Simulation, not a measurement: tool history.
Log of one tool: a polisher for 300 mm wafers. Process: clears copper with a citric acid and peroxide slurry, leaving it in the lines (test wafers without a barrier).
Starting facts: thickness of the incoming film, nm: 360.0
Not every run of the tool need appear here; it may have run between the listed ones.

run	hour	flow of slurry (ml/min)	pressure of the wafer on the pad (kPa)	speed of the pad under the wafer (m/s)	abrasive content of the slurry	overpolish time after the end point (s)	time until the end point was called (s)	dishing of a wide line in a test structure (Å)
1	0.0	195	20.7	1.10	1.0	20	178.55	286.05
2	4.4	195	15.9	1.10	1.0	20	223.96	224.07
3	6.3	195	17.2	1.10	1.0	21	214.67	248.03
4	8.1	195	18.6	1.10	1.0	22	193.60	280.95
5	14.3	195	18.6	1.20	1.0	22	178.63	304.63
6	17.4	195	18.6	1.38	1.0	22	156.74	331.88
7	22.0	195	19.3	1.38	1.0	23	158.43	357.05
8	26.5	195	20.0	1.38	1.0	24	144.95	378.67
9	35.5	195	20.0	1.38	1.0	25	144.34	371.16
10	43.9	195	20.0	1.38	1.0	27	148.24	414.65
11	51.6	195	20.0	1.38	1.0	28	150.31	426.40
12	54.3	195	21.4	1.38	1.0	30	138.26	460.65

Forecast run 13:
13	56.6	195	21.4	1.38	1.0	30	?	?

Run 13 measured time until the end point was called (s) 142.22, dishing of a wide line in a test structure (Å) 474.68.

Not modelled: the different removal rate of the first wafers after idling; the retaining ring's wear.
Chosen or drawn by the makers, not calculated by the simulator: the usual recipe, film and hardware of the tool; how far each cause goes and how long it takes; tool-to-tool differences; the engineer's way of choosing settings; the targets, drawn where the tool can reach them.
